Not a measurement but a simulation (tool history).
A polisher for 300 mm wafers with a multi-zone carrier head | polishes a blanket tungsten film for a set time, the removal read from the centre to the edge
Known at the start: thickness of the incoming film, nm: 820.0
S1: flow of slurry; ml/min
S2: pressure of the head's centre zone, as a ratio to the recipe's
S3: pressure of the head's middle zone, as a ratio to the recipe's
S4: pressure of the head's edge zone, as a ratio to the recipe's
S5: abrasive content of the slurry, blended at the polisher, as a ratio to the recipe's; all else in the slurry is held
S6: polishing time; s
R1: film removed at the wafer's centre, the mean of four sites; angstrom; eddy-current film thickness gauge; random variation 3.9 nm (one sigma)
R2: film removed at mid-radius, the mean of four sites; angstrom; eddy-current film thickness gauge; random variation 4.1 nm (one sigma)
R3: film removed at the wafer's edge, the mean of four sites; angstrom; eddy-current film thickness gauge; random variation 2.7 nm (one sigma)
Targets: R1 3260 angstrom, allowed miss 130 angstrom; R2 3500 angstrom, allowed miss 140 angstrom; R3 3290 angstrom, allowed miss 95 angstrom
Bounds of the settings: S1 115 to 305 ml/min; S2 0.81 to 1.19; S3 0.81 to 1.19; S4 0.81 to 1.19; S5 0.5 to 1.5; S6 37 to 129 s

| run | day | S1 | S2 | S3 | S4 | S5 | S6 | R1 | R2 | R3 |
|---|---|---|---|---|---|---|---|---|---|---|
| 1 | 0 | 195 | 1 | 1 | 1 | 1 | 83 | 2771.5 | 2702.4 | 2667.5 |
| 2 | 0.25 | 195 | 1.09 | 1 | 1 | 1 | 83 | 3003.6 | 2777.5 | 2702 |
| 3 | 0.396 | 200 | 1.08 | 1.03 | 1.03 | 1.05 | 83 | 2980.3 | 2863.2 | 2786.5 |
| 4 | 0.608 | 200 | 0.99 | 1.03 | 1.03 | 1.05 | 83 | 2765.4 | 2886.1 | 2741.1 |
| 5 | 0.817 | 200 | 0.99 | 1.03 | 0.98 | 1.05 | 83 | 2775.7 | 2852.3 | 2675.7 |
| 6 | 0.962 | 200 | 0.99 | 1.03 | 0.98 | 1.15 | 83 | 2865.9 | 2897.6 | 2764.7 |
| 7 | 1.233 | 210 | 1 | 1.04 | 1.01 | 1.2 | 83 | 2926.5 | 2968.8 | 2833.4 |
| 8 | 1.388 | 215 | 1.01 | 1.06 | 1.03 | 1.25 | 83 | 2965.1 | 3110.3 | 2893.2 |
| 9 | 1.475 | 220 | 1.02 | 1.06 | 1.05 | 1.3 | 83 | 3060.3 | 3084.2 | 2942.9 |

Which of these 5 next moves meets every target?
| A | 1.562 | 300 | 1.13 | 1.1 | 0.93 | 1.3 | 88 | ? | ? | ? |
| B | 1.562 | 155 | 1.02 | 0.85 | 1.02 | 1.35 | 104 | ? | ? | ? |
| C | 1.562 | 255 | 1.03 | 1.12 | 1.11 | 1.4 | 96 | ? | ? | ? |
| D | 1.562 | 220 | 0.98 | 1.09 | 1.1 | 1.25 | 92 | ? | ? | ? |
| E | 1.562 | 205 | 0.88 | 1.08 | 1.18 | 1.2 | 98 | ? | ? | ? |

| move | R1 | R2 | R3 |
|---|---|---|---|
| A | 3694.7 | 3613.2 | 3030.2 |
| B | 3557.6 | 3146.6 | 3506.8 |
| C | 3662.1 | 3997.2 | 3581 |
| D | 3190.5 | 3584.8 | 3289.6 |
| E | 2992.1 | 3719.2 | 3563 |
A: nearer than the last run, and not there yet
B: takes the result that was furthest off past its target
C: takes the result that was furthest off past its target
D: meets every target
E: takes the result that was furthest off past its target
Move D is the one to make.
